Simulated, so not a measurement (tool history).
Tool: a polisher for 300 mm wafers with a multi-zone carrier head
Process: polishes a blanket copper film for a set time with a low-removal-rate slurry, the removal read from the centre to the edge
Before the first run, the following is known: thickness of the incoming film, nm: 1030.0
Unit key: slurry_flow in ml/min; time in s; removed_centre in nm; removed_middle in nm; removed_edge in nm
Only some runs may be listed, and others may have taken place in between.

run	hour	slurry_flow	centre_zone	middle_zone	edge_zone	slurry_solids	time	removed_centre	removed_middle	removed_edge
1	0.0	165	1.00	1.00	1.00	1.00	33	109.130	112.44	114.89
2	8.2	165	1.00	1.00	1.00	1.20	33	112.030	114.97	119.28
3	11.4	165	1.00	1.00	1.06	1.20	33	113.310	115.09	121.62
4	12.2	165	1.00	1.08	1.06	1.20	33	113.700	122.04	120.71
5	14.6	165	1.00	1.08	1.06	1.20	29	98.508	108.86	106.73
6	16.5	165	1.00	1.11	1.06	1.20	29	99.780	109.55	106.76
7	23.6	185	1.01	1.13	1.04	1.25	32	114.540	126.15	118.51
8	29.9	200	1.02	1.15	1.03	1.30	34	124.180	138.77	125.56

For run 9, what comes out?
9	35.1	245	1.12	1.19	1.10	1.50	43	?	?	?

{"run 9": {"removed_centre": 179.08, "removed_middle": 189.55, "removed_edge": 175.18}}

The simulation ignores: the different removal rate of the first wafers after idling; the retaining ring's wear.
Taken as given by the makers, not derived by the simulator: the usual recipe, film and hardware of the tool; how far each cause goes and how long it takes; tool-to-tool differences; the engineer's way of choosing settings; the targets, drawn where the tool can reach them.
